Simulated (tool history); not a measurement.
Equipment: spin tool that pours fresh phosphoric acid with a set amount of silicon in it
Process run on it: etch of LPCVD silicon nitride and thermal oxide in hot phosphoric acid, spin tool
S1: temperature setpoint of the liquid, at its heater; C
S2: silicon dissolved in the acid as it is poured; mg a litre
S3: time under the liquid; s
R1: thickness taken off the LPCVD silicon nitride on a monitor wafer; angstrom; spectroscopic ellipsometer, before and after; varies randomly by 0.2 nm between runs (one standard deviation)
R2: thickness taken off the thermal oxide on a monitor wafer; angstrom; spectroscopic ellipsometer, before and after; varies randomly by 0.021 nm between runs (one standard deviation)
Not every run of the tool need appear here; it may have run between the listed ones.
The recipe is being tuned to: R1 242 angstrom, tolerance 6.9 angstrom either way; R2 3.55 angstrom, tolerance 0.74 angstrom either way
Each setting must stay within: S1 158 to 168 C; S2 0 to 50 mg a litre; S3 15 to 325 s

run	hour	S1	S2	S3	R1	R2
1	0	163	23	165	154.71	3.5897
2	5.7	163	23	210	198.31	4.7888
3	14.4	163.5	26.5	215	202.92	4.0133
4	19.5	162.5	26.5	215	195.5	3.7274
5	26.7	162.5	16.5	215	195.81	5.9791
6	33.5	163	19.5	215	199.91	5.3356
7	36	163.5	22	215	202.52	5.5811
8	41.3	163.5	25	220	206.94	4.6471
9	43.2	164	27	225	215.22	4.4468
10	45	164.5	28.5	230	226.43	5.5824

Exactly one of the 4 candidate moves below puts every result within its allowed miss. Which one?
A	46.8	164	36.5	250	?	?
B	46.8	162.5	35.5	280	?	?
C	46.8	163.5	28.5	240	?	?
D	46.8	164	19.5	220	?	?

move	R1	R2
A	241.52	3.1282
B	257.4	3.31
C	228.06	4.1479
D	212.53	5.2825
A: meets every target
B: meets the target for the result that was furthest off, but another lies outside its allowed miss
C: meets the target for the result that was furthest off, but another lies outside its allowed miss
D: moves away from the targets compared with the last run
Go with A: it meets all targets.
